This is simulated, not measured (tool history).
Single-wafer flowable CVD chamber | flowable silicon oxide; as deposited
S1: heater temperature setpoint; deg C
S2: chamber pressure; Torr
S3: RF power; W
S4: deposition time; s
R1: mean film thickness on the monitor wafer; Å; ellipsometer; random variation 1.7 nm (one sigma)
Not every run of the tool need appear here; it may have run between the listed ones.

| run | hour | S1 | S2 | S3 | S4 | R1 |
|---|---|---|---|---|---|---|
| 1 | 0.0 | 100 | 1.07 | 2120 | 460 | 4731.9 |
| 2 | 5.0 | 102 | 1.07 | 2120 | 460 | 4404.0 |
| 3 | 9.4 | 103 | 1.07 | 2120 | 460 | 4230.6 |
| 4 | 11.2 | 103 | 1.07 | 1915 | 460 | 4140.1 |
| 5 | 17.0 | 104 | 1.07 | 1915 | 460 | 3992.7 |
| 6 | 20.8 | 104 | 1.26 | 1915 | 460 | 4672.0 |

Run 7, settings as shown, results not yet in. Your forecast:
| 7 | 22.4 | 106 | 1.26 | 1915 | 460 | ? |

R1: 4318.1 Å

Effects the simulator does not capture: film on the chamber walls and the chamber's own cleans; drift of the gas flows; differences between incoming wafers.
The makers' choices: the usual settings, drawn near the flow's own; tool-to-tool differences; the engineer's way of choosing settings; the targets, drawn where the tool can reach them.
